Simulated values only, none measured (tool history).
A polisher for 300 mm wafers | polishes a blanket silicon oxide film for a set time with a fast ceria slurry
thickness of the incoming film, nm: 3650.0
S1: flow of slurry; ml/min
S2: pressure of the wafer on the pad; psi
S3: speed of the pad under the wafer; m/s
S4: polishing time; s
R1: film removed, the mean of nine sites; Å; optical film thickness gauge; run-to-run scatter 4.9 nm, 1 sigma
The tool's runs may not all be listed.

run  hour   S1   S2    S3  S4      R1
  1     0  210  2.5  1.02  91   10890
  2   7.5  205  2.3  1.02  91   10085
  3   9.5  200  2.1  1.02  91  9327.1
  4  12.6  200  2.1  1.18  91   10495
  5  18.2  195  1.9  1.18  91  9669.3
  6  25.7  190  1.8  1.18  91  9226.3
  7  30.3  185  1.7  1.18  91  8783.8

Predict the results of run 8:
  8  33.3  165  1.5  1.18  91   ?

{"run 8": {"R1": 7807.7}}

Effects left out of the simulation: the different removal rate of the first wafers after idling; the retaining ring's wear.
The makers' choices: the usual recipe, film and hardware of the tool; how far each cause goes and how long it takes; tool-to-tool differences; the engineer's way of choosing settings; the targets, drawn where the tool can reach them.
